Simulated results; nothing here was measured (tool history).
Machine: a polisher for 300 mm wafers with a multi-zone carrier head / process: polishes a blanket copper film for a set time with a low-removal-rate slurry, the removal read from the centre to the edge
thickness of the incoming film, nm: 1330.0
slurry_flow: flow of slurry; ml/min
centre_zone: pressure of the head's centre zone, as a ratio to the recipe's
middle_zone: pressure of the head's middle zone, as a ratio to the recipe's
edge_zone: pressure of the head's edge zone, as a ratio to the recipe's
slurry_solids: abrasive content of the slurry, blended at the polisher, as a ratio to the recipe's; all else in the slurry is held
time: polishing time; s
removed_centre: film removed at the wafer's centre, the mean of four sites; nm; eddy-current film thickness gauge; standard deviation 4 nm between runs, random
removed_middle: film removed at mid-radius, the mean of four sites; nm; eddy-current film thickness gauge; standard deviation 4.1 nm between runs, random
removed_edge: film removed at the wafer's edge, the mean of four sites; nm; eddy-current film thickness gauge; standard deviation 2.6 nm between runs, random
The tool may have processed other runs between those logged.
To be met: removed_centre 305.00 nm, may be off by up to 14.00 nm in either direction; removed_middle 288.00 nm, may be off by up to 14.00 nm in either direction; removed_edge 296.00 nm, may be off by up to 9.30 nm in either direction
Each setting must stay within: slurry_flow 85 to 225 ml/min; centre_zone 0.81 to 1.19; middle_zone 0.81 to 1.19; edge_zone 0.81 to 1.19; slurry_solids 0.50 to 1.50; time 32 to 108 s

run,hour,slurry_flow,centre_zone,middle_zone,edge_zone,slurry_solids,time,removed_centre,removed_middle,removed_edge
1,0.0,145,1.00,1.00,1.00,1.00,70,197.83,209.89,211.45
2,8.9,150,1.02,1.00,1.02,1.05,71,205.14,214.62,221.41
3,11.9,155,1.04,1.01,1.02,1.10,72,217.89,224.53,226.29
4,19.7,155,1.04,1.07,1.02,1.10,72,217.07,235.33,223.25
5,28.7,155,1.01,1.07,1.02,1.10,72,208.31,235.15,228.45
6,34.4,160,1.03,1.07,1.04,1.15,73,227.83,242.17,235.39
7,35.2,165,1.03,1.07,1.06,1.20,74,228.02,247.82,240.36
8,39.8,165,1.04,1.06,1.07,1.25,76,240.27,248.60,253.68
9,41.0,165,1.04,1.06,1.07,1.25,76,245.47,260.66,254.04
10,46.8,170,1.05,1.05,1.08,1.30,76,247.43,261.97,257.79
11,53.6,170,1.06,1.04,1.09,1.35,77,253.70,256.29,263.48
12,54.4,170,1.06,1.04,1.09,1.35,77,254.89,258.80,264.09
13,63.0,175,1.07,1.04,1.10,1.35,77,246.98,265.54,266.86
14,71.1,170,1.07,1.04,1.09,1.35,78,256.08,262.46,271.78
15,78.5,170,1.07,1.04,1.09,1.35,78,251.57,263.95,262.61
16,79.8,175,1.09,1.02,1.09,1.35,80,269.44,268.98,277.03
17,84.0,180,1.10,1.02,1.09,1.35,80,266.49,265.09,280.98
18,89.6,185,1.19,1.07,1.04,1.50,82,308.11,295.94,288.62
19,90.4,185,1.19,1.07,1.04,1.50,82,312.70,290.71,283.89

Next run, 5 choices. One meets every target within its allowed miss, the rest don't. Which?
A,91.2,185,1.19,1.12,1.05,1.40,79,?,?,?
B,91.2,155,1.19,0.94,1.00,1.50,94,?,?,?
C,91.2,180,1.16,1.00,1.04,1.50,85,?,?,?
D,91.2,205,1.19,1.11,0.98,1.50,78,?,?,?
E,91.2,190,1.08,1.18,1.03,1.45,78,?,?,?

move,removed_centre,removed_middle,removed_edge
A,280.40,296.96,270.07
B,318.03,293.68,307.67
C,297.31,292.05,291.84
D,288.70,302.35,265.82
E,262.73,310.73,266.88
A: moves away from the targets compared with the last run
B: takes the biggest miss from the last run beyond its target
C: all results land within tolerance of their targets
D: moves away from the targets compared with the last run
E: moves away from the targets compared with the last run
The move that meets every target is C.
